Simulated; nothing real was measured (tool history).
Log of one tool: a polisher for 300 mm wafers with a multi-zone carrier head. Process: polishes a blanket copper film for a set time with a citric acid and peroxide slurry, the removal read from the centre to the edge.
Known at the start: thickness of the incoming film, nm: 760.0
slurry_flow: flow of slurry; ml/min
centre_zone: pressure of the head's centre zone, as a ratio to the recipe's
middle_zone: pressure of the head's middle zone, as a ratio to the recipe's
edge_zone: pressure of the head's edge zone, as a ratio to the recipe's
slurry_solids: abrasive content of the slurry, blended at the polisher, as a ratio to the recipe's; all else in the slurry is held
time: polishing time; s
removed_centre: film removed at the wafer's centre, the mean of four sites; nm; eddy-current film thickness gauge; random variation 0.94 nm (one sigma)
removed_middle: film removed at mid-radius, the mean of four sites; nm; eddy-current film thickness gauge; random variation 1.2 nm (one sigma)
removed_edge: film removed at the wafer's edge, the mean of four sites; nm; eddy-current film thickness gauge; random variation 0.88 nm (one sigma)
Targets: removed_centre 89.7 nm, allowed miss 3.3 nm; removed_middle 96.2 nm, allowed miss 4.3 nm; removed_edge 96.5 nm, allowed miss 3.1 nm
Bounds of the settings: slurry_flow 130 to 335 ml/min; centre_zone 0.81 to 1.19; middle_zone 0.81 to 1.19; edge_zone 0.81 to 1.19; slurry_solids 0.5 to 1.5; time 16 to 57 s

run 1 day=0 | slurry_flow=215 centre_zone=1 middle_zone=1 edge_zone=1 slurry_solids=1 time=36 | removed_centre=81.535 removed_middle=82.901 removed_edge=82.979
run 2 day=0.025 | slurry_flow=225 centre_zone=1 middle_zone=1.01 edge_zone=1.03 slurry_solids=1.05 time=36 | removed_centre=83.275 removed_middle=87.294 removed_edge=85.152
run 3 day=0.288 | slurry_flow=225 centre_zone=0.94 middle_zone=1.01 edge_zone=1.03 slurry_solids=1.05 time=36 | removed_centre=78.221 removed_middle=84.441 removed_edge=84.577
run 4 day=0.483 | slurry_flow=230 centre_zone=0.95 middle_zone=1.01 edge_zone=1.06 slurry_solids=1.1 time=36 | removed_centre=81.253 removed_middle=87.27 removed_edge=88.996
run 5 day=0.567 | slurry_flow=240 centre_zone=0.96 middle_zone=1.02 edge_zone=1.07 slurry_solids=1.1 time=36 | removed_centre=82.889 removed_middle=89.558 removed_edge=89.336
run 6 day=0.942 | slurry_flow=250 centre_zone=0.96 middle_zone=1.02 edge_zone=1.08 slurry_solids=1.1 time=36 | removed_centre=82.221 removed_middle=90.046 removed_edge=89.95
run 7 day=1.288 | slurry_flow=255 centre_zone=0.97 middle_zone=1.02 edge_zone=1.09 slurry_solids=1.1 time=36 | removed_centre=83.5 removed_middle=91.276 removed_edge=91.229
run 8 day=1.446 | slurry_flow=260 centre_zone=0.98 middle_zone=1.02 edge_zone=1.1 slurry_solids=1.1 time=36 | removed_centre=85.531 removed_middle=91.1 removed_edge=91.481
run 9 day=1.742 | slurry_flow=265 centre_zone=0.98 middle_zone=1.02 edge_zone=1.11 slurry_solids=1.1 time=36 | removed_centre=85.173 removed_middle=90.628 removed_edge=92.242
run 10 day=1.975 | slurry_flow=270 centre_zone=0.99 middle_zone=1.03 edge_zone=1.12 slurry_solids=1.1 time=36 | removed_centre=85.212 removed_middle=91.009 removed_edge=92.724
run 11 day=2.321 | slurry_flow=275 centre_zone=1 middle_zone=1.04 edge_zone=1.12 slurry_solids=1.1 time=36 | removed_centre=87.208 removed_middle=93.412 removed_edge=93.16
run 12 day=2.388 | slurry_flow=280 centre_zone=1 middle_zone=1.04 edge_zone=1.13 slurry_solids=1.1 time=36 | removed_centre=86.198 removed_middle=93.918 removed_edge=93.59

Which of these 4 next moves meets every target?
run A day=2.454 | slurry_flow=290 centre_zone=0.95 middle_zone=1.1 edge_zone=1.11 slurry_solids=1.1 time=35 | removed_centre=? removed_middle=? removed_edge=?
run B day=2.454 | slurry_flow=305 centre_zone=0.95 middle_zone=1.01 edge_zone=1.05 slurry_solids=1.05 time=39 | removed_centre=? removed_middle=? removed_edge=?
run C day=2.454 | slurry_flow=295 centre_zone=0.96 middle_zone=1.1 edge_zone=1.11 slurry_solids=1.1 time=35 | removed_centre=? removed_middle=? removed_edge=?
run D day=2.454 | slurry_flow=270 centre_zone=0.97 middle_zone=1.12 edge_zone=1.12 slurry_solids=1.15 time=34 | removed_centre=? removed_middle=? removed_edge=?

move=A removed_centre=82.332 removed_middle=95.479 removed_edge=90.127
move=B removed_centre=90.87 removed_middle=98.014 removed_edge=96.748
move=C removed_centre=83.37 removed_middle=95.645 removed_edge=90.25
move=D removed_centre=82.107 removed_middle=94.747 removed_edge=88.617
A: further off than the last run
B: meets every target
C: further off than the last run
D: further off than the last run
The right move is B.
